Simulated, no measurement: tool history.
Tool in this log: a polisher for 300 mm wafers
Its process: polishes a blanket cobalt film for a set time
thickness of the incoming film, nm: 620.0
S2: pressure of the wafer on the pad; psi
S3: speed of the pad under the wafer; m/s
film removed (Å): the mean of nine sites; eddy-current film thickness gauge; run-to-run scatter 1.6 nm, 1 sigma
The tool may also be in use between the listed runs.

Run 1, hour 0: flow of slurry (ml/min) 165, S2 1.7 psi, S3 1.22 m/s, polishing time (s) 57. Result: film removed (Å) 3334.8.
Run 2, hour 7.4: flow of slurry (ml/min) 165, S2 1.7 psi, S3 1.5 m/s, polishing time (s) 57. Result: film removed (Å) 4039.4.
Run 3, hour 11.9: flow of slurry (ml/min) 180, S2 1.7 psi, S3 1.5 m/s, polishing time (s) 57. Result: film removed (Å) 4018.4.
Run 4, hour 14.7: flow of slurry (ml/min) 180, S2 1.7 psi, S3 1.36 m/s, polishing time (s) 57. Result: film removed (Å) 3711.4.
Run 5, hour 16.3: flow of slurry (ml/min) 180, S2 2 psi, S3 1.36 m/s, polishing time (s) 57. Result: film removed (Å) 4351.8.
Run 6, hour 20.2: flow of slurry (ml/min) 180, S2 2 psi, S3 1.36 m/s, polishing time (s) 60. Result: film removed (Å) 4531.9.
Run 7, hour 21.9: flow of slurry (ml/min) 180, S2 1.8 psi, S3 1.32 m/s, polishing time (s) 60. Result: film removed (Å) 4038.6.
Run 8, hour 27.5: flow of slurry (ml/min) 180, S2 1.6 psi, S3 1.3 m/s, polishing time (s) 60. Result: film removed (Å) 3527.6.
Run 9, hour 28.5: flow of slurry (ml/min) 145, S2 1.1 psi, S3 1.28 m/s, polishing time (s) 60. Result: film removed (Å) 2332.5.

What will run 10 give?
Run 10, hour 31.2: flow of slurry (ml/min) 140, S2 1.1 psi, S3 1.28 m/s, polishing time (s) 60. Result: film removed (Å) ?.

{"run 10": {"film removed (Å)": 2341.6}}
